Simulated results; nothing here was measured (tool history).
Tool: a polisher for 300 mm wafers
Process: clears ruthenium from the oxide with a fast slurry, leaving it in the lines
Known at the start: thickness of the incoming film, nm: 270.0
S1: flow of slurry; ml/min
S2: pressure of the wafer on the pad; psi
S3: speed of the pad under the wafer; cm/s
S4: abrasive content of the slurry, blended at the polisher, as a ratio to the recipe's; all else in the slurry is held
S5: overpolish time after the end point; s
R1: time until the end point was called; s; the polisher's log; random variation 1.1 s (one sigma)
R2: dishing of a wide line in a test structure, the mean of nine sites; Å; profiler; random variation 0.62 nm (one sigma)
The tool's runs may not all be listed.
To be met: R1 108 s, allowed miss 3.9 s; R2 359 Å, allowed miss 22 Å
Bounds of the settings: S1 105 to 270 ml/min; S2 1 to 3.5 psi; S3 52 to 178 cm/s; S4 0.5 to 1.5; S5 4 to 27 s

run	hour	S1	S2	S3	S4	S5	R1	R2
1	0	175	2.2	114	1	14	80.831	375.51
2	6.9	175	2.1	114	1	14	82.962	355.46
3	9.1	175	2.6	114	1	14	69.161	424.31
4	15.6	175	2.4	114	1	15	74.766	428.77
5	24.3	175	2.3	114	1	15	76.751	401.45
6	30.5	175	2.3	114	1	17	77.737	461.68
7	32.9	175	2.2	114	1	17	80.894	442.21
8	42	175	2.1	114	1	17	82.683	415.03
9	45.1	175	2	114	1	17	88.167	423.47
10	52.7	175	1.9	114	1	17	89.57	388.49
11	57	175	1.8	114	1	17	92.219	384.75
12	62	175	1.7	114	1	17	99.023	373.16

4 next moves are on the table. One of them brings every result within its allowed miss. Which?
A	67	175	1.4	120	1.05	15	?	?
B	67	170	2.1	118	0.85	17	?	?
C	67	165	1.8	106	0.85	18	?	?
D	67	175	1.8	100	1.25	13	?	?

move	R1	R2
A	106.27	301.64
B	84.878	408.61
C	107.05	351.77
D	99.053	282.67
A: brings the result that was furthest off to its target, and leaves another outside
B: further off than the last run
C: meets every target
D: further off than the last run
The right move is C.
